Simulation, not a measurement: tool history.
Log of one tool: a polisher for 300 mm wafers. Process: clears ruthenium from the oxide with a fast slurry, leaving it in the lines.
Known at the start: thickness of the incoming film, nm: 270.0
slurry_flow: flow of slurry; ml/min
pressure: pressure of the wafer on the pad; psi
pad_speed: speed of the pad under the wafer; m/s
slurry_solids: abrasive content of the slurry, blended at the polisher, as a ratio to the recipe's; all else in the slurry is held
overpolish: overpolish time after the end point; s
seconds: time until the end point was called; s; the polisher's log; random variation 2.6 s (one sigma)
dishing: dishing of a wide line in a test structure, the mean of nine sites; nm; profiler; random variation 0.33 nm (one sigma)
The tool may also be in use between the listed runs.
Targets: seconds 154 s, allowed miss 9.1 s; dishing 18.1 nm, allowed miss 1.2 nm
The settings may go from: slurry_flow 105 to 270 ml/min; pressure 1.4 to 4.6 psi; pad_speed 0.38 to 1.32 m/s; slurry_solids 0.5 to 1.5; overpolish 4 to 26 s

| run | hour | slurry_flow | pressure | pad_speed | slurry_solids | overpolish | seconds | dishing |
|---|---|---|---|---|---|---|---|---|
| 1 | 0 | 175 | 3 | 0.84 | 1 | 13 | 80.211 | 23.82 |
| 2 | 7.2 | 175 | 2.7 | 0.82 | 1 | 14 | 91.108 | 22.943 |
| 3 | 11.2 | 175 | 2.7 | 0.82 | 1 | 17 | 94.153 | 25.419 |
| 4 | 12.5 | 175 | 3.4 | 0.82 | 1 | 17 | 70.68 | 31.271 |
| 5 | 14.2 | 175 | 3 | 0.8 | 1 | 17 | 85.12 | 27.578 |
| 6 | 22.6 | 175 | 2.7 | 0.8 | 1 | 17 | 91.587 | 25.775 |
| 7 | 28.1 | 175 | 2.4 | 0.78 | 1 | 17 | 105.81 | 23.706 |
| 8 | 29 | 175 | 2.2 | 0.78 | 1 | 17 | 114.78 | 22.485 |
| 9 | 32.7 | 175 | 2.2 | 0.78 | 1 | 17 | 111 | 22.304 |
| 10 | 38.6 | 175 | 2 | 0.76 | 1 | 17 | 130.99 | 20.301 |
| 11 | 40.6 | 175 | 1.9 | 0.76 | 1 | 17 | 138.71 | 19.891 |
| 12 | 45.3 | 175 | 1.8 | 0.76 | 1 | 17 | 138.99 | 19.883 |

Which of these 5 next moves meets every target?
| A | 50 | 165 | 2 | 0.76 | 0.9 | 19 | ? | ? |
| B | 50 | 155 | 2 | 0.9 | 0.95 | 16 | ? | ? |
| C | 50 | 150 | 1.6 | 0.68 | 1.4 | 17 | ? | ? |
| D | 50 | 155 | 2.3 | 0.72 | 1.15 | 11 | ? | ? |
| E | 50 | 165 | 1.9 | 0.82 | 1 | 17 | ? | ? |

| move | seconds | dishing |
|---|---|---|
| A | 136.63 | 22.257 |
| B | 118.3 | 21.802 |
| C | 158.08 | 18.265 |
| D | 114.36 | 16.696 |
| E | 130.06 | 21.25 |
A: further off than the last run
B: further off than the last run
C: meets every target
D: further off than the last run
E: further off than the last run
Answer: C
